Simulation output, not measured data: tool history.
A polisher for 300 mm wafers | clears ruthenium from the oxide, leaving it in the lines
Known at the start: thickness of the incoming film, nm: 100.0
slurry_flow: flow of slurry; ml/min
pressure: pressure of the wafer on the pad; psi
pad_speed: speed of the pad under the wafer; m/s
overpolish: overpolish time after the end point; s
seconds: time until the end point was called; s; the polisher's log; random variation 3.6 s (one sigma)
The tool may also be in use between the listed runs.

run,hour,slurry_flow,pressure,pad_speed,overpolish,seconds
1,0.0,175,2.6,0.94,8,91.437
2,4.3,175,2.4,0.92,8,105.230
3,8.1,175,2.2,0.92,8,110.750
4,16.9,175,2.1,0.90,8,121.140
5,19.0,175,2.1,0.90,8,116.960
6,27.6,175,2.0,0.88,8,128.480
7,34.2,175,1.9,0.88,8,134.100
8,40.9,175,1.8,0.88,8,138.330
9,45.1,175,1.7,0.86,8,150.240
10,52.6,175,1.6,0.86,8,158.820

Forecast run 11:
11,56.5,175,1.5,0.86,8,?

Run 11 gave seconds 163.070 s.

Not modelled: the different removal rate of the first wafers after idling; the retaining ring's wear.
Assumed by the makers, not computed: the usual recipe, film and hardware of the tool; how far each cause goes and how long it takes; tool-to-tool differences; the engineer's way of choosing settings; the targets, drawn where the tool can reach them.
